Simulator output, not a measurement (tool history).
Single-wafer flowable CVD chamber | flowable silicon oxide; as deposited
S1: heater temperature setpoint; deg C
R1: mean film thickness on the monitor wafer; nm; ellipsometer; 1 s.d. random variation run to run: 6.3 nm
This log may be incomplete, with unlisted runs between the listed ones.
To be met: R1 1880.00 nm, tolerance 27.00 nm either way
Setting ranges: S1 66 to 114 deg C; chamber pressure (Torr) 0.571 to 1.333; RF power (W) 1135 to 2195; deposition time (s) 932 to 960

Run 1, day 0.000: S1 90 deg C, chamber pressure (Torr) 0.952, RF power (W) 1665, deposition time (s) 932. Result: R1 785.52 nm.
Run 2, day 0.292: S1 90 deg C, chamber pressure (Torr) 1.083, RF power (W) 1665, deposition time (s) 932. Result: R1 897.74 nm.
Run 3, day 0.400: S1 90 deg C, chamber pressure (Torr) 1.083, RF power (W) 1665, deposition time (s) 960. Result: R1 920.70 nm.
Run 4, day 0.525: S1 90 deg C, chamber pressure (Torr) 1.083, RF power (W) 1665, deposition time (s) 932. Result: R1 897.14 nm.
Run 5, day 0.817: S1 80 deg C, chamber pressure (Torr) 1.083, RF power (W) 1665, deposition time (s) 932. Result: R1 1286.30 nm.
Run 6, day 1.008: S1 72 deg C, chamber pressure (Torr) 1.083, RF power (W) 1665, deposition time (s) 932. Result: R1 1658.40 nm.
Run 7, day 1.267: S1 71 deg C, chamber pressure (Torr) 1.083, RF power (W) 1665, deposition time (s) 932. Result: R1 1712.50 nm.
Run 8, day 1.375: S1 69 deg C, chamber pressure (Torr) 1.083, RF power (W) 1665, deposition time (s) 932. Result: R1 1804.90 nm.
Run 9, day 1.550: S1 68 deg C, chamber pressure (Torr) 1.083, RF power (W) 1665, deposition time (s) 932. Result: R1 1852.20 nm.

Of the 4 settings listed for the next run, only one would bring every result within its allowed miss of target. Which one?
Run A, day 1.725: S1 67 deg C, chamber pressure (Torr) 1.052, RF power (W) 1620, deposition time (s) 932. Result: R1 ?.
Run B, day 1.725: S1 70 deg C, chamber pressure (Torr) 1.116, RF power (W) 1585, deposition time (s) 948. Result: R1 ?.
Run C, day 1.725: S1 70 deg C, chamber pressure (Torr) 1.156, RF power (W) 1585, deposition time (s) 960. Result: R1 ?.
Run D, day 1.725: S1 66 deg C, chamber pressure (Torr) 1.083, RF power (W) 1655, deposition time (s) 940. Result: R1 ?.

move       R1
   A  1834.80
   B  1812.70
   C  1895.70
   D  1955.80
A: moves away from the targets compared with the last run
B: moves away from the targets compared with the last run
C: each result inside its tolerance
D: takes the result that was furthest off past its target
Move C is the one to make.
